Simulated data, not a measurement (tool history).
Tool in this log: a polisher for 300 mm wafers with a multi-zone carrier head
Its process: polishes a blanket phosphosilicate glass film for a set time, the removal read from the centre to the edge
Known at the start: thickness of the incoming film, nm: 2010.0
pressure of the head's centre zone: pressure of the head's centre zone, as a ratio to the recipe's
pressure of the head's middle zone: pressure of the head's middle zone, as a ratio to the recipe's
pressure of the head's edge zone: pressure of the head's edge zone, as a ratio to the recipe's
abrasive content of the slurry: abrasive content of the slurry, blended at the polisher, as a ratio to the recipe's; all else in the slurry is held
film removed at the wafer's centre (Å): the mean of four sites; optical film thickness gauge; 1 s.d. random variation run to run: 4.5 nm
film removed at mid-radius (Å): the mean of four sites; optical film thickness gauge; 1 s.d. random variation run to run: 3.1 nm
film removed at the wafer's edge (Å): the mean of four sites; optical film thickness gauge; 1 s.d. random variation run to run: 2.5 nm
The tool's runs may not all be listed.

run	hour	flow of slurry (ml/min)	pressure of the head's centre zone	pressure of the head's middle zone	pressure of the head's edge zone	abrasive content of the slurry	polishing time (s)	film removed at the wafer's centre (Å)	film removed at mid-radius (Å)	film removed at the wafer's edge (Å)
1	0.0	245	1.00	1.00	1.00	1.00	57	4964.4	5084.7	5152.5
2	6.7	225	1.00	1.00	1.00	1.00	57	4954.2	5063.5	5166.7
3	10.5	225	1.04	1.00	1.00	1.00	57	5112.0	5059.0	5161.7
4	12.9	255	1.04	1.00	1.00	1.00	57	5250.2	5172.2	5234.5
5	18.7	255	1.04	1.00	1.00	0.80	57	4529.4	4435.3	4545.0
6	26.8	250	1.01	0.98	0.99	0.80	57	4458.8	4405.5	4441.2
# hour 34.3: worn pad replaced by a new one
7	34.3	240	0.98	0.97	1.01	0.80	57	4556.3	4631.3	4803.2
8	38.5	230	0.96	0.95	1.01	0.75	56	4128.5	4268.5	4527.1
9	46.2	225	0.94	0.93	1.00	0.75	56	4081.0	4190.1	4471.7
10	52.9	220	0.92	0.92	0.99	0.75	56	3830.9	4129.5	4498.0
11	60.9	220	0.92	0.91	0.98	0.75	56	3950.7	4085.2	4439.4
12	65.4	215	0.91	0.90	0.97	0.75	56	3877.9	4091.4	4458.4
13	71.3	215	0.90	0.89	0.96	0.75	56	3915.5	3990.2	4393.4
14	78.7	210	0.89	0.89	0.95	0.75	56	3746.5	3933.8	4381.2
15	83.8	210	0.88	0.89	0.94	0.75	56	3795.2	3990.1	4356.5

For run 16, what comes out?
16	84.9	205	0.87	0.89	0.93	0.75	56	?	?	?

{"run 16": {"film removed at the wafer's centre (Å)": 3698.1, "film removed at mid-radius (Å)": 3969.4, "film removed at the wafer's edge (Å)": 4278.7}}

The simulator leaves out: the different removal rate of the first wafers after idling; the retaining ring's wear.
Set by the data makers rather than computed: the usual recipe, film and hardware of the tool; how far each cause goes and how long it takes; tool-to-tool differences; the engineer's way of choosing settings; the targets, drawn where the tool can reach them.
